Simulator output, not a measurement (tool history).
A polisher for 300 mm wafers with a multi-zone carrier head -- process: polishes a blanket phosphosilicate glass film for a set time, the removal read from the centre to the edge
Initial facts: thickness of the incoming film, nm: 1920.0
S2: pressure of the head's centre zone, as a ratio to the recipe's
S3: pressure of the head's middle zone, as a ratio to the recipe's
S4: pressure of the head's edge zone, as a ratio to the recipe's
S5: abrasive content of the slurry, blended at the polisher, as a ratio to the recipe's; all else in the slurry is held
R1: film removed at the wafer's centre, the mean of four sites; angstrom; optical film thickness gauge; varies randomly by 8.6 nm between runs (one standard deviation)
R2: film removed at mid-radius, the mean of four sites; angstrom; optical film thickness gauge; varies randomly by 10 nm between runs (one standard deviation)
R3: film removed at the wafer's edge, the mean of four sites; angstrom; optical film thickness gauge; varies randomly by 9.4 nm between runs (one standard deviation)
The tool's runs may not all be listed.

{"run": 1, "day": 0.0, "flow of slurry (ml/min)": 130, "S2": 1.0, "S3": 1.0, "S4": 1.0, "S5": 1.0, "polishing time (s)": 67, "R1": 5100.7, "R2": 5233.7, "R3": 5100.2}
{"run": 2, "day": 0.283, "flow of slurry (ml/min)": 135, "S2": 1.0, "S3": 1.03, "S4": 1.02, "S5": 1.05, "polishing time (s)": 67, "R1": 5292.1, "R2": 5536.3, "R3": 5253.4}
{"run": 3, "day": 0.542, "flow of slurry (ml/min)": 135, "S2": 1.0, "S3": 1.03, "S4": 1.02, "S5": 0.95, "polishing time (s)": 67, "R1": 4931.1, "R2": 5257.5, "R3": 5047.9}
{"run": 4, "day": 0.733, "flow of slurry (ml/min)": 135, "S2": 1.0, "S3": 0.96, "S4": 1.02, "S5": 0.95, "polishing time (s)": 67, "R1": 4984.0, "R2": 4941.8, "R3": 5105.2}
{"run": 5, "day": 1.004, "flow of slurry (ml/min)": 140, "S2": 0.99, "S3": 0.99, "S4": 1.03, "S5": 1.05, "polishing time (s)": 68, "R1": 5381.0, "R2": 5380.6, "R3": 5503.5}
{"run": 6, "day": 1.342, "flow of slurry (ml/min)": 140, "S2": 1.03, "S3": 0.99, "S4": 1.03, "S5": 1.05, "polishing time (s)": 68, "R1": 5649.9, "R2": 5554.9, "R3": 5394.0}

The next listed run, before its measurement:
{"run": 7, "day": 1.496, "flow of slurry (ml/min)": 145, "S2": 1.02, "S3": 1.02, "S4": 1.04, "S5": 1.1, "polishing time (s)": 69, "R1": "?", "R2": "?", "R3": "?"}

For run 7 the tool returned R1 5768.6 angstrom, R2 6016.3 angstrom, R3 5843.8 angstrom.

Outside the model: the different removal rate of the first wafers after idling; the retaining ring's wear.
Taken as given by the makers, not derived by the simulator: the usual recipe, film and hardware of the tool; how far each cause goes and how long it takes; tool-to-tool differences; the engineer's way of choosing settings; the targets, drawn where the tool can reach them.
